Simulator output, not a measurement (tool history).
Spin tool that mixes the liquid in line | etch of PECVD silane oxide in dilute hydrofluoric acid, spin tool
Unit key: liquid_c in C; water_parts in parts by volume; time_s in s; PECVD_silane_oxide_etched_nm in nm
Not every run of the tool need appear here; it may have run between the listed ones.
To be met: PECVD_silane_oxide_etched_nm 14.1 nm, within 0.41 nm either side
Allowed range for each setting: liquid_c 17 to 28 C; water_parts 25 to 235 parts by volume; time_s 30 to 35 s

Run 1, hour 0: liquid_c 20 C, water_parts 130 parts by volume, time_s 35 s. Result: PECVD_silane_oxide_etched_nm 10.455 nm.
Run 2, hour 2.9: liquid_c 20 C, water_parts 150 parts by volume, time_s 35 s. Result: PECVD_silane_oxide_etched_nm 8.8287 nm.
Run 3, hour 4.5: liquid_c 22.5 C, water_parts 145 parts by volume, time_s 35 s. Result: PECVD_silane_oxide_etched_nm 10.183 nm.
Run 4, hour 13.1: liquid_c 24 C, water_parts 140 parts by volume, time_s 35 s. Result: PECVD_silane_oxide_etched_nm 11.081 nm.
Run 5, hour 18.4: liquid_c 25 C, water_parts 135 parts by volume, time_s 35 s. Result: PECVD_silane_oxide_etched_nm 12.119 nm.
Run 6, hour 23: liquid_c 25 C, water_parts 160 parts by volume, time_s 35 s. Result: PECVD_silane_oxide_etched_nm 9.8963 nm.
Run 7, hour 31: liquid_c 26 C, water_parts 150 parts by volume, time_s 35 s. Result: PECVD_silane_oxide_etched_nm 11.085 nm.
Run 8, hour 36.8: liquid_c 26.5 C, water_parts 145 parts by volume, time_s 35 s. Result: PECVD_silane_oxide_etched_nm 11.754 nm.
Run 9, hour 45.6: liquid_c 27 C, water_parts 140 parts by volume, time_s 35 s. Result: PECVD_silane_oxide_etched_nm 12.539 nm.
Run 10, hour 53.2: liquid_c 27.5 C, water_parts 135 parts by volume, time_s 35 s. Result: PECVD_silane_oxide_etched_nm 13.416 nm.
Run 11, hour 61.6: liquid_c 28 C, water_parts 135 parts by volume, time_s 35 s. Result: PECVD_silane_oxide_etched_nm 13.404 nm.

Which one of the following 4 next-run settings gets every result inside its allowed miss? There is exactly one.
Run A, hour 70: liquid_c 27 C, water_parts 120 parts by volume, time_s 30 s. Result: PECVD_silane_oxide_etched_nm ?.
Run B, hour 70: liquid_c 28 C, water_parts 110 parts by volume, time_s 30 s. Result: PECVD_silane_oxide_etched_nm ?.
Run C, hour 70: liquid_c 28 C, water_parts 130 parts by volume, time_s 35 s. Result: PECVD_silane_oxide_etched_nm ?.
Run D, hour 70: liquid_c 27.5 C, water_parts 120 parts by volume, time_s 30 s. Result: PECVD_silane_oxide_etched_nm ?.

move  PECVD_silane_oxide_etched_nm
   A                        12.836
   B                        14.733
   C                        14.153
   D                        13.077
A: further off than the last run
B: takes the biggest miss from the last run beyond its target
C: hits every target within its allowed miss
D: further off than the last run
Move C is the one to make.
